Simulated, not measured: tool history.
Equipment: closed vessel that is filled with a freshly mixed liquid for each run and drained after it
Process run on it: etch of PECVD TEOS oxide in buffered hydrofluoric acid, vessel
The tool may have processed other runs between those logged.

run,hour,temperature setpoint of the liquid (K),parts of 40 % ammonium fluoride to one part of 49 % hydrofluoric acid (parts by volume),time in the liquid (s),thickness taken off the PECVD TEOS oxide on a monitor wafer (Å)
1,0.0,297.15,22.5,100,1244.30
2,4.7,299.15,22.5,100,1388.10
3,9.9,300.65,22.5,100,1499.90
4,14.4,298.65,22.5,100,1347.70
5,15.8,297.15,22.5,100,1244.70
6,18.1,295.65,22.5,100,1148.30
7,23.4,294.65,22.5,100,1087.40
8,32.5,293.65,22.5,100,1029.80
9,34.4,293.15,22.5,100,1000.80
10,42.9,292.65,22.5,100,974.94

Predict the results of run 11:
11,51.0,292.15,22.5,100,?

thickness taken off the PECVD TEOS oxide on a monitor wafer (Å): 944.41
